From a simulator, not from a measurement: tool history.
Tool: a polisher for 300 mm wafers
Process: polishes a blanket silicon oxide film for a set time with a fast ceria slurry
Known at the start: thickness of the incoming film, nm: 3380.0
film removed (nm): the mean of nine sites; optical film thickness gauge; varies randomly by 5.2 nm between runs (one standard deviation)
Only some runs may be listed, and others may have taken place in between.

run,day,flow of slurry (ml/min),pressure of the wafer on the pad (psi),speed of the pad under the wafer (cm/s),polishing time (s),film removed (nm)
1,0,170,1.6,102,62,525.8
2,0.238,170,1.6,80,62,404.13
3,0.429,170,1.6,100,62,496.06
4,0.767,190,1.6,100,62,508.38
5,0.938,190,1.6,116,62,598.89
6,1.092,190,1.6,116,62,597.95
7,1.162,190,1.5,116,62,564.57

Forecast run 8:
8,1.321,180,1,114,62,?

{"run 8": {"film removed (nm)": 398.53}}
